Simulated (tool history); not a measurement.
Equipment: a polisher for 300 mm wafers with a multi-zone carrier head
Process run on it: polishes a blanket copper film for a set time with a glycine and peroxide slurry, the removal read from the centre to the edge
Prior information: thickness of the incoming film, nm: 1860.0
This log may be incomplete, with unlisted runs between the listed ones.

run  hour  flow of slurry (ml/min)  pressure of the head's centre zone  pressure of the head's middle zone  pressure of the head's edge zone  polishing time (s)  film removed at the wafer's centre (nm)  film removed at mid-radius (nm)  film removed at the wafer's edge (nm)
  1     0                      190                                   1                                   1                                 1                  79                                   663.89                            646.8                                 627.13
  2   8.5                      190                                   1                                0.96                                 1                  79                                   652.87                           644.88                                 620.01
  3    11                      185                                0.99                                0.94                                 1                  78                                   645.85                           621.47                                 622.22
  4  18.7                      185                                0.99                                0.94                              1.06                  78                                   653.29                           623.73                                 634.28
  5  22.1                      180                                0.98                                0.94                              1.04                  77                                    624.1                           608.23                                 620.75
  6  31.1                      175                                0.97                                0.94                              1.02                  76                                   602.52                            596.1                                 598.97
  7  36.7                      170                                0.96                                0.94                              1.01                  76                                   591.95                           601.59                                 587.57

Estimate the outcome of run 8 from the log above:
  8  44.1                      165                                0.95                                0.93                              1.01                  76                                        ?                                ?                                      ?

film removed at the wafer's centre (nm): 591.84
film removed at mid-radius (nm): 583.6
film removed at the wafer's edge (nm): 596.9
